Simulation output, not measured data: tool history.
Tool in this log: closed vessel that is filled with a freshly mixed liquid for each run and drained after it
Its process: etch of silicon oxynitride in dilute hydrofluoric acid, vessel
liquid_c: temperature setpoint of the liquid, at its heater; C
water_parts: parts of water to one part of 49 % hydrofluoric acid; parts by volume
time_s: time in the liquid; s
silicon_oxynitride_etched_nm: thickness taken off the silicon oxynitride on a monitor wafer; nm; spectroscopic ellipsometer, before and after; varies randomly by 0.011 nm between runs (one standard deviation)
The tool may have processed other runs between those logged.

run 1 day=0 | liquid_c=26 water_parts=195 time_s=135 | silicon_oxynitride_etched_nm=1.9408
run 2 day=0.321 | liquid_c=25 water_parts=200 time_s=135 | silicon_oxynitride_etched_nm=1.7939
run 3 day=0.55 | liquid_c=24 water_parts=205 time_s=135 | silicon_oxynitride_etched_nm=1.6776
run 4 day=0.729 | liquid_c=23 water_parts=210 time_s=135 | silicon_oxynitride_etched_nm=1.5568
run 5 day=0.85 | liquid_c=21.5 water_parts=210 time_s=135 | silicon_oxynitride_etched_nm=1.4657
run 6 day=1.071 | liquid_c=24.5 water_parts=210 time_s=135 | silicon_oxynitride_etched_nm=1.6201
run 7 day=1.383 | liquid_c=23.5 water_parts=210 time_s=135 | silicon_oxynitride_etched_nm=1.5786
run 8 day=1.671 | liquid_c=22.5 water_parts=210 time_s=135 | silicon_oxynitride_etched_nm=1.4945
run 9 day=1.917 | liquid_c=22 water_parts=210 time_s=135 | silicon_oxynitride_etched_nm=1.513
run 10 day=2.279 | liquid_c=21.5 water_parts=215 time_s=135 | silicon_oxynitride_etched_nm=1.4117
run 11 day=2.512 | liquid_c=21 water_parts=215 time_s=135 | silicon_oxynitride_etched_nm=1.3695

Estimate the outcome of run 12 from the log above:
run 12 day=2.704 | liquid_c=20.5 water_parts=215 time_s=135 | silicon_oxynitride_etched_nm=?

{"run 12": {"silicon_oxynitride_etched_nm": 1.3542}}
